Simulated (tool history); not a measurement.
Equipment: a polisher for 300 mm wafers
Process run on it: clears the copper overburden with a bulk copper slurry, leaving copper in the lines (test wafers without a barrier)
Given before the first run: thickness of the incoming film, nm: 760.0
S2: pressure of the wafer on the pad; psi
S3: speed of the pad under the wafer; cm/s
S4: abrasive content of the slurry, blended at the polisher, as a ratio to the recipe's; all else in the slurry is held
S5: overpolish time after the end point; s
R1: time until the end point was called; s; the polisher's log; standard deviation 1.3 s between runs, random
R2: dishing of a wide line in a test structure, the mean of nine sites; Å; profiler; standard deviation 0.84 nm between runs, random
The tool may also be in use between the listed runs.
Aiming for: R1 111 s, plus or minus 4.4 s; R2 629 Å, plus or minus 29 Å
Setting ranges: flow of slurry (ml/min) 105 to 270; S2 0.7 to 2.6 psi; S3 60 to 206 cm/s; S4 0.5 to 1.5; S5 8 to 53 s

Run 1, hour 0: flow of slurry (ml/min) 175, S2 1.6 psi, S3 132 cm/s, S4 1, S5 27 s. Result: R1 93.891 s, R2 858.76 Å.
Run 2, hour 7.6: flow of slurry (ml/min) 175, S2 1.6 psi, S3 132 cm/s, S4 1.15, S5 27 s. Result: R1 92.462 s, R2 863.55 Å.
Run 3, hour 12.9: flow of slurry (ml/min) 175, S2 1.6 psi, S3 164 cm/s, S4 1.15, S5 27 s. Result: R1 74.965 s, R2 918.59 Å.
Run 4, hour 20.7: flow of slurry (ml/min) 175, S2 1.6 psi, S3 164 cm/s, S4 1, S5 27 s. Result: R1 78.218 s, R2 928.1 Å.
Run 5, hour 26.5: flow of slurry (ml/min) 175, S2 2 psi, S3 164 cm/s, S4 1, S5 27 s. Result: R1 65.815 s, R2 997.33 Å.
Run 6, hour 35.5: flow of slurry (ml/min) 205, S2 2 psi, S3 164 cm/s, S4 1, S5 27 s. Result: R1 64.638 s, R2 987.2 Å.
Run 7, hour 38: flow of slurry (ml/min) 205, S2 2 psi, S3 164 cm/s, S4 1, S5 27 s. Result: R1 63.778 s, R2 998.57 Å.
Run 8, hour 42.9: flow of slurry (ml/min) 205, S2 1.8 psi, S3 164 cm/s, S4 1, S5 25 s. Result: R1 71.329 s, R2 918.61 Å.
Run 9, hour 50.6: flow of slurry (ml/min) 195, S2 1.3 psi, S3 164 cm/s, S4 1, S5 13 s. Result: R1 88.309 s, R2 595 Å.
Run 10, hour 54.1: flow of slurry (ml/min) 190, S2 1 psi, S3 154 cm/s, S4 1, S5 26 s. Result: R1 109.93 s, R2 726.71 Å.
Run 11, hour 55.6: flow of slurry (ml/min) 190, S2 1 psi, S3 154 cm/s, S4 1, S5 25 s. Result: R1 110.03 s, R2 725.08 Å.
Run 12, hour 61.2: flow of slurry (ml/min) 190, S2 1 psi, S3 154 cm/s, S4 1, S5 24 s. Result: R1 110.16 s, R2 712.98 Å.
Run 13, hour 63.9: flow of slurry (ml/min) 190, S2 1 psi, S3 154 cm/s, S4 1, S5 23 s. Result: R1 110.9 s, R2 698.57 Å.
Run 14, hour 64.5: flow of slurry (ml/min) 190, S2 1 psi, S3 154 cm/s, S4 1, S5 22 s. Result: R1 106.82 s, R2 662.41 Å.
Run 15, hour 68.3: flow of slurry (ml/min) 190, S2 1 psi, S3 154 cm/s, S4 1, S5 22 s. Result: R1 109.77 s, R2 691.27 Å.
Run 16, hour 71: flow of slurry (ml/min) 190, S2 1 psi, S3 154 cm/s, S4 1, S5 21 s. Result: R1 110.18 s, R2 669.57 Å.

Exercise: of the 5 proposed moves below, exactly one satisfies all targets within the stated allowed misses. Which move is it?
Run A, hour 73.7: flow of slurry (ml/min) 195, S2 1 psi, S3 148 cm/s, S4 1.1, S5 15 s. Result: R1 ?, R2 ?.
Run B, hour 73.7: flow of slurry (ml/min) 175, S2 0.8 psi, S3 158 cm/s, S4 1.05, S5 29 s. Result: R1 ?, R2 ?.
Run C, hour 73.7: flow of slurry (ml/min) 180, S2 0.9 psi, S3 156 cm/s, S4 0.85, S5 17 s. Result: R1 ?, R2 ?.
Run D, hour 73.7: flow of slurry (ml/min) 185, S2 0.9 psi, S3 164 cm/s, S4 0.95, S5 19 s. Result: R1 ?, R2 ?.
Run E, hour 73.7: flow of slurry (ml/min) 190, S2 0.8 psi, S3 164 cm/s, S4 1.3, S5 17 s. Result: R1 ?, R2 ?.

move      R1      R2
   A  113.69  547.05
   B  123.33  705.48
   C  121.63  559.64
   D  113.15   618.5
   E  112.93  575.73
A: takes the biggest miss from the last run beyond its target
B: lands further from the targets than the last run did
C: takes the biggest miss from the last run beyond its target
D: each result inside its tolerance
E: takes the biggest miss from the last run beyond its target
The right move is D.
